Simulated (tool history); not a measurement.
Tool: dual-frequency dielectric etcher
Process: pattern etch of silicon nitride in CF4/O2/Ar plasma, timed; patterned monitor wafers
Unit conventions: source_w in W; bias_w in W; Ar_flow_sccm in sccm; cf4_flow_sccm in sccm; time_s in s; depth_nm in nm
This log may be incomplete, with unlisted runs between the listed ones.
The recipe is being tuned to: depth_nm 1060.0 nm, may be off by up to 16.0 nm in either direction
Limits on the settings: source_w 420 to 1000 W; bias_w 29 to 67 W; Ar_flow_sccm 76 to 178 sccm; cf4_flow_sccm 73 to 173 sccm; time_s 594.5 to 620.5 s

{"run": 1, "hour": 0.0, "source_w": 710, "bias_w": 48, "Ar_flow_sccm": 127, "cf4_flow_sccm": 123, "time_s": 594.5, "depth_nm": 1355.1}
{"run": 2, "hour": 5.8, "source_w": 650, "bias_w": 48, "Ar_flow_sccm": 127, "cf4_flow_sccm": 123, "time_s": 594.5, "depth_nm": 1237.2}
{"run": 3, "hour": 12.4, "source_w": 620, "bias_w": 48, "Ar_flow_sccm": 127, "cf4_flow_sccm": 123, "time_s": 594.5, "depth_nm": 1176.3}
{"run": 4, "hour": 20.5, "source_w": 620, "bias_w": 48, "Ar_flow_sccm": 127, "cf4_flow_sccm": 123, "time_s": 620.5, "depth_nm": 1222.5}
{"run": 5, "hour": 22.4, "source_w": 620, "bias_w": 48, "Ar_flow_sccm": 127, "cf4_flow_sccm": 123, "time_s": 594.5, "depth_nm": 1168.4}
{"run": 6, "hour": 30.4, "source_w": 600, "bias_w": 48, "Ar_flow_sccm": 127, "cf4_flow_sccm": 123, "time_s": 594.5, "depth_nm": 1126.9}
{"run": 7, "hour": 39.4, "source_w": 590, "bias_w": 48, "Ar_flow_sccm": 127, "cf4_flow_sccm": 123, "time_s": 594.5, "depth_nm": 1108.2}
{"run": 8, "hour": 42.2, "source_w": 580, "bias_w": 48, "Ar_flow_sccm": 127, "cf4_flow_sccm": 123, "time_s": 594.5, "depth_nm": 1091.8}

Pick the move, out of 5, that brings all results within their allowed miss; only one does.
{"run": "A", "hour": 45.0, "source_w": 580, "bias_w": 50, "Ar_flow_sccm": 136, "cf4_flow_sccm": 136, "time_s": 608.0, "depth_nm": "?"}
{"run": "B", "hour": 45.0, "source_w": 500, "bias_w": 60, "Ar_flow_sccm": 117, "cf4_flow_sccm": 151, "time_s": 618.0, "depth_nm": "?"}
{"run": "C", "hour": 45.0, "source_w": 570, "bias_w": 48, "Ar_flow_sccm": 84, "cf4_flow_sccm": 126, "time_s": 594.5, "depth_nm": "?"}
{"run": "D", "hour": 45.0, "source_w": 580, "bias_w": 47, "Ar_flow_sccm": 152, "cf4_flow_sccm": 128, "time_s": 607.0, "depth_nm": "?"}
{"run": "E", "hour": 45.0, "source_w": 570, "bias_w": 49, "Ar_flow_sccm": 123, "cf4_flow_sccm": 110, "time_s": 609.5, "depth_nm": "?"}

move=A depth_nm=1137.6
move=B depth_nm=1056.9
move=C depth_nm=1109.5
move=D depth_nm=1096.1
move=E depth_nm=1093.7
A: the biggest miss grows against the last run
B: meets every target
C: the biggest miss grows against the last run
D: the biggest miss grows against the last run
E: the biggest miss grows against the last run
Correct choice: B, which meets every target

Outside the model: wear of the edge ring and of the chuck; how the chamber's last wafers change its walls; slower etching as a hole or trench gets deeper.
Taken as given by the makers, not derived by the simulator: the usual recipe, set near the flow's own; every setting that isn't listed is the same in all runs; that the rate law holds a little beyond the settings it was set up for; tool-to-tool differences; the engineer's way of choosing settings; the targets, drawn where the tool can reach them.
